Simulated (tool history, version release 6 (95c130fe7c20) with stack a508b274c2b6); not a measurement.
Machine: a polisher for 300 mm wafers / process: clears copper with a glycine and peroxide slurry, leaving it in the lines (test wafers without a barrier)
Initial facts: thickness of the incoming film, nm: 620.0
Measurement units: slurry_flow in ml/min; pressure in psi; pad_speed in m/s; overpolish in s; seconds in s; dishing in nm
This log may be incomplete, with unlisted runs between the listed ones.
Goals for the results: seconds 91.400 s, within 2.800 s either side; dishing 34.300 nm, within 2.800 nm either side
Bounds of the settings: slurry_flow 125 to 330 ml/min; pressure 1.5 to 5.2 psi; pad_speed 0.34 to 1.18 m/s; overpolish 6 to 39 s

run  hour  slurry_flow  pressure  pad_speed  overpolish  seconds  dishing
  1   0.0          210       3.3       0.76          20  106.780   55.873
  2   2.1          210       3.4       0.76          17  103.930   51.123
  3   8.1          210       3.5       0.76          14  102.500   46.285
  4  13.2          210       3.6       0.76          12   99.614   42.142
  5  18.7          215       3.7       0.76          11   95.974   37.679
  6  22.2          215       3.7       0.76           6   97.344   22.481
  7  25.8          225       3.9       0.76          11   95.557   37.393
  8  29.1          225       3.9       0.76          11   93.607   41.102
  9  32.7          225       3.9       0.76          10   95.059   38.133
 10  38.1          220       3.9       0.76          10   92.714   36.907
 11  44.7          220       3.9       0.76           9   92.562   33.419

Pick the move, out of 4, that brings all results within their allowed miss; only one does.
  A  51.3          185       4.1       0.80           9        ?        ?
  B  51.3          235       3.7       0.76          10        ?        ?
  C  51.3          225       3.9       0.72           9        ?        ?
  D  51.3          220       4.7       0.56           9        ?        ?

move  seconds  dishing
   A   91.927   33.364
   B   97.444   34.718
   C   97.371   31.835
   D   97.359   31.955
A: all results in spec
B: its largest miss is bigger than the last run's
C: its largest miss is bigger than the last run's
D: its largest miss is bigger than the last run's
Go with A: it meets all targets.
